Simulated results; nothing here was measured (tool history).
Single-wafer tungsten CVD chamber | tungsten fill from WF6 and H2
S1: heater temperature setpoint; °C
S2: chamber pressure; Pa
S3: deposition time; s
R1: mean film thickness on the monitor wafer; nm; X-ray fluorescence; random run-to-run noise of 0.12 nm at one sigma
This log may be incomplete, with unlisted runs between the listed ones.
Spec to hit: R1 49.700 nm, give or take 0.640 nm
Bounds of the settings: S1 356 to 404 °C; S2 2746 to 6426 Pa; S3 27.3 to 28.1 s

run 1 hour=0.0 | S1=380 S2=4586 S3=27.3 | R1=60.003
run 2 hour=4.7 | S1=385 S2=4586 S3=27.3 | R1=65.354
run 3 hour=10.9 | S1=385 S2=5320 S3=27.3 | R1=70.689
run 4 hour=15.3 | S1=385 S2=5320 S3=27.3 | R1=70.573
run 5 hour=20.2 | S1=380 S2=5306 S3=27.3 | R1=64.811
run 6 hour=27.9 | S1=384 S2=5306 S3=27.3 | R1=69.209
run 7 hour=31.7 | S1=379 S2=5293 S3=27.3 | R1=63.082
run 8 hour=34.9 | S1=379 S2=5293 S3=27.3 | R1=63.345
run 9 hour=38.8 | S1=367 S2=5266 S3=27.3 | R1=50.694

Pick the move, out of 5, that brings all results within their allowed miss; only one does.
run A hour=42.7 | S1=367 S2=5160 S3=28.1 | R1=?
run B hour=42.7 | S1=366 S2=5706 S3=27.3 | R1=?
run C hour=42.7 | S1=369 S2=5240 S3=27.3 | R1=?
run D hour=42.7 | S1=368 S2=4840 S3=27.3 | R1=?
run E hour=42.7 | S1=369 S2=5226 S3=27.7 | R1=?

move=A R1=51.669
move=B R1=51.732
move=C R1=52.506
move=D R1=49.552
move=E R1=53.212
A: misses by more than the last run did
B: misses by more than the last run did
C: misses by more than the last run did
D: meets every target
E: misses by more than the last run did
The move that meets every target is D.

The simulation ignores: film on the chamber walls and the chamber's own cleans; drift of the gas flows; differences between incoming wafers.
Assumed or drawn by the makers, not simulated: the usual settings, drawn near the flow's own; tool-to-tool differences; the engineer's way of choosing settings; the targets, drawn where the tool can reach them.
